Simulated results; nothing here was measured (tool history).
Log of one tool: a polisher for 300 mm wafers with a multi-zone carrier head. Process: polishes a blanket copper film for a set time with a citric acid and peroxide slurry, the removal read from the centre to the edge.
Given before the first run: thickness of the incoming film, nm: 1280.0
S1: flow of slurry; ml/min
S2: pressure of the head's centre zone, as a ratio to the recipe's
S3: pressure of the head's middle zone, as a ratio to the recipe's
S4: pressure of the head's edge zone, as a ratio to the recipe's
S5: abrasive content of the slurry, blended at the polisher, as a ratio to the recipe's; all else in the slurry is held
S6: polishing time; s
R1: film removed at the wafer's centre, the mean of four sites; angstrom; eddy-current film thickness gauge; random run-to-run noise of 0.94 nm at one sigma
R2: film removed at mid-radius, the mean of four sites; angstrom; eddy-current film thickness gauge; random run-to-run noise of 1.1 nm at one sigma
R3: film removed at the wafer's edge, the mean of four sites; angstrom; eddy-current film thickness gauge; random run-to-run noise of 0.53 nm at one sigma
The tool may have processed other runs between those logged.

| run | hour | S1 | S2 | S3 | S4 | S5 | S6 | R1 | R2 | R3 |
|---|---|---|---|---|---|---|---|---|---|---|
| 1 | 0.0 | 190 | 1.00 | 1.00 | 1.00 | 1.00 | 39 | 1087.30 | 1183.80 | 1206.00 |
| 2 | 0.6 | 190 | 1.00 | 1.00 | 1.00 | 1.15 | 39 | 1127.60 | 1227.60 | 1265.60 |
| 3 | 6.9 | 190 | 1.00 | 0.92 | 1.00 | 1.15 | 39 | 1137.60 | 1177.00 | 1256.40 |
| 4 | 13.8 | 185 | 1.01 | 0.92 | 0.96 | 1.00 | 37 | 1034.90 | 1054.10 | 1122.80 |
| 5 | 18.0 | 225 | 1.01 | 0.92 | 0.96 | 1.00 | 37 | 1091.40 | 1088.40 | 1151.10 |
| 6 | 23.8 | 220 | 1.02 | 0.93 | 0.92 | 0.90 | 35 | 985.34 | 1015.60 | 1036.90 |
| 7 | 31.7 | 215 | 1.04 | 0.93 | 0.89 | 0.80 | 34 | 958.24 | 943.26 | 961.09 |
| 8 | 39.1 | 205 | 1.04 | 0.94 | 0.87 | 0.70 | 33 | 896.53 | 902.30 | 881.85 |
| 9 | 48.1 | 190 | 1.04 | 0.93 | 0.85 | 0.65 | 33 | 860.18 | 869.50 | 852.61 |
| 10 | 52.4 | 180 | 1.05 | 0.93 | 0.84 | 0.60 | 33 | 861.63 | 851.60 | 831.97 |
| 11 | 59.2 | 175 | 1.05 | 0.93 | 0.83 | 0.55 | 33 | 803.71 | 835.19 | 809.24 |
| 12 | 64.4 | 170 | 1.06 | 0.93 | 0.82 | 0.55 | 33 | 842.05 | 827.12 | 793.23 |
| 13 | 65.0 | 160 | 1.06 | 0.93 | 0.82 | 0.55 | 33 | 816.55 | 796.53 | 794.82 |
|  | 66.2 | centre zone pressure recalibrated |
| 14 | 66.2 | 160 | 1.06 | 0.94 | 0.82 | 0.55 | 33 | 939.33 | 817.14 | 793.61 |
| 15 | 71.2 | 160 | 1.05 | 0.94 | 0.82 | 0.55 | 33 | 902.20 | 820.65 | 795.54 |
| 16 | 77.6 | 160 | 1.05 | 0.94 | 0.82 | 0.55 | 33 | 914.67 | 810.12 | 792.78 |

Run 17 is up next; what results do you expect?
| 17 | 82.9 | 165 | 1.05 | 0.93 | 0.82 | 0.55 | 33 | ? | ? | ? |

{"run 17": {"R1": 918.87, "R2": 814.68, "R3": 801.29}}
